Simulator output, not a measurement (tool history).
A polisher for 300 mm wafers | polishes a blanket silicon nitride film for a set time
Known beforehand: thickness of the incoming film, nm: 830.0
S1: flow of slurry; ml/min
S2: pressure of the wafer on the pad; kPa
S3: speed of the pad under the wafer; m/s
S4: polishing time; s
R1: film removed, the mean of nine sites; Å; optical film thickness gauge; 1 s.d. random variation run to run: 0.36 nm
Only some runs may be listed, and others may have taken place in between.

run,hour,S1,S2,S3,S4,R1
1,0,205,26.9,1.16,43,1004.3
2,7.8,225,26.9,1.16,43,1021.2
3,11.5,220,25.5,1.14,43,946.31
4,12.4,260,25.5,1.14,43,964.93
5,16.2,260,25.5,0.98,43,854.43
6,22.8,260,24.1,0.98,43,810.03
7,31.4,260,22.8,0.98,43,764.58
8,38.7,260,22.1,0.98,43,733.07
9,47.6,260,21.4,0.98,43,719.48
10,50,260,20.7,0.98,43,701.74
11,56.7,260,20,0.98,43,677.63
12,59.8,260,19.3,0.98,43,650.14

For run 13, what comes out?
13,60.9,260,18.6,0.98,43,?

Run 13 produced R1 636.27 Å.
